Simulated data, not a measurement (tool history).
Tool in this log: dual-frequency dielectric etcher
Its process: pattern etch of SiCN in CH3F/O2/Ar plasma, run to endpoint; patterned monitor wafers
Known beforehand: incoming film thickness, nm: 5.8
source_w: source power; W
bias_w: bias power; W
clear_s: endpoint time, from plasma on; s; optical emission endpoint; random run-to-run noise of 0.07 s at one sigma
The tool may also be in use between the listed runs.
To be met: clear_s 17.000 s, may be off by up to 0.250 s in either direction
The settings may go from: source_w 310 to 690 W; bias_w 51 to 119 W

Run 1, day 0.000: source_w 500 W, bias_w 85 W. Result: clear_s 12.875 s.
Run 2, day 0.250: source_w 440 W, bias_w 75 W. Result: clear_s 14.105 s.
Run 3, day 0.304: source_w 380 W, bias_w 75 W. Result: clear_s 14.893 s.
Run 4, day 0.408: source_w 360 W, bias_w 69 W. Result: clear_s 15.711 s.
Run 5, day 0.738: source_w 310 W, bias_w 69 W. Result: clear_s 16.507 s.
Run 6, day 1.062: source_w 310 W, bias_w 69 W. Result: clear_s 16.538 s.
Run 7, day 1.429: source_w 310 W, bias_w 67 W. Result: clear_s 16.689 s.
Run 8, day 1.692: source_w 310 W, bias_w 67 W. Result: clear_s 16.780 s.

Which of these 5 next moves meets every target?
Run A, day 1.954: source_w 380 W, bias_w 54 W. Result: clear_s ?.
Run B, day 1.954: source_w 330 W, bias_w 67 W. Result: clear_s ?.
Run C, day 1.954: source_w 310 W, bias_w 71 W. Result: clear_s ?.
Run D, day 1.954: source_w 340 W, bias_w 67 W. Result: clear_s ?.
Run E, day 1.954: source_w 330 W, bias_w 68 W. Result: clear_s ?.

move  clear_s
   A   16.980
   B   16.359
   C   16.321
   D   16.191
   E   16.260
A: each result inside its tolerance
B: moves away from the targets compared with the last run
C: moves away from the targets compared with the last run
D: moves away from the targets compared with the last run
E: moves away from the targets compared with the last run
A meets every target.

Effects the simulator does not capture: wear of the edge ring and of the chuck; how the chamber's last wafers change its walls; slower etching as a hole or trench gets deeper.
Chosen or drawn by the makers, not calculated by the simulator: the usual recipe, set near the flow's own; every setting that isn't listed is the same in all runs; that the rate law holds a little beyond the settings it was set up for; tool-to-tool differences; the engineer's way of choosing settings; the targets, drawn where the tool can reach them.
